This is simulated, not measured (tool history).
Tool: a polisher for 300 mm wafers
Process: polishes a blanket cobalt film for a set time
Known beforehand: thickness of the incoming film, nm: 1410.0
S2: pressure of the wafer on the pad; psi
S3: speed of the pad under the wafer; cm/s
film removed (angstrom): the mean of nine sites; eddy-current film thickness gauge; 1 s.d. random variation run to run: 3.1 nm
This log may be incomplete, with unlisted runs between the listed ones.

{"run": 1, "day": 0.0, "flow of slurry (ml/min)": 130, "S2": 1.9, "S3": 126, "polishing time (s)": 115, "film removed (angstrom)": 6054.2}
{"run": 2, "day": 0.088, "flow of slurry (ml/min)": 125, "S2": 1.9, "S3": 126, "polishing time (s)": 115, "film removed (angstrom)": 5924.4}
{"run": 3, "day": 0.283, "flow of slurry (ml/min)": 125, "S2": 2.1, "S3": 126, "polishing time (s)": 115, "film removed (angstrom)": 6563.4}
{"run": 4, "day": 0.325, "flow of slurry (ml/min)": 105, "S2": 2.1, "S3": 126, "polishing time (s)": 115, "film removed (angstrom)": 6234.8}
{"run": 5, "day": 0.438, "flow of slurry (ml/min)": 80, "S2": 2.1, "S3": 126, "polishing time (s)": 115, "film removed (angstrom)": 5901.1}
{"run": 6, "day": 0.708, "flow of slurry (ml/min)": 80, "S2": 2.1, "S3": 126, "polishing time (s)": 115, "film removed (angstrom)": 5813.1}

Run 7, settings as shown, results not yet in. Your forecast:
{"run": 7, "day": 1.038, "flow of slurry (ml/min)": 80, "S2": 2, "S3": 126, "polishing time (s)": 115, "film removed (angstrom)": "?"}

film removed (angstrom): 5598.5

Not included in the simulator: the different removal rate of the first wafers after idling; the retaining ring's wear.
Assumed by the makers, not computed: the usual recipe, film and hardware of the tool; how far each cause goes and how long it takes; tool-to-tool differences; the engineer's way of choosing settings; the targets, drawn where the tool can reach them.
